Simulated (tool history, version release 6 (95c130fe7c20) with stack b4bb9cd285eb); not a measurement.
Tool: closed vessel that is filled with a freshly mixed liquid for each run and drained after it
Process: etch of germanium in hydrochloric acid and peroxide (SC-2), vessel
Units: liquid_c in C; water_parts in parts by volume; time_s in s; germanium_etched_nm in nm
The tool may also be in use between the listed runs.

run 1 hour=0 | liquid_c=65 water_parts=5.5 time_s=100 | germanium_etched_nm=407.3
run 2 hour=6 | liquid_c=63.5 water_parts=5.5 time_s=100 | germanium_etched_nm=387.06
run 3 hour=12.6 | liquid_c=62.5 water_parts=5.5 time_s=100 | germanium_etched_nm=374.89
run 4 hour=19.8 | liquid_c=62.5 water_parts=7.5 time_s=100 | germanium_etched_nm=366.82
run 5 hour=27.9 | liquid_c=62.5 water_parts=7.5 time_s=100 | germanium_etched_nm=367.88
run 6 hour=33.4 | liquid_c=61.5 water_parts=7.5 time_s=100 | germanium_etched_nm=353.53

Run 7 comes next. What will it give?
run 7 hour=42.2 | liquid_c=61.5 water_parts=7.5 time_s=100 | germanium_etched_nm=?

{"run 7": {"germanium_etched_nm": 355.56}}
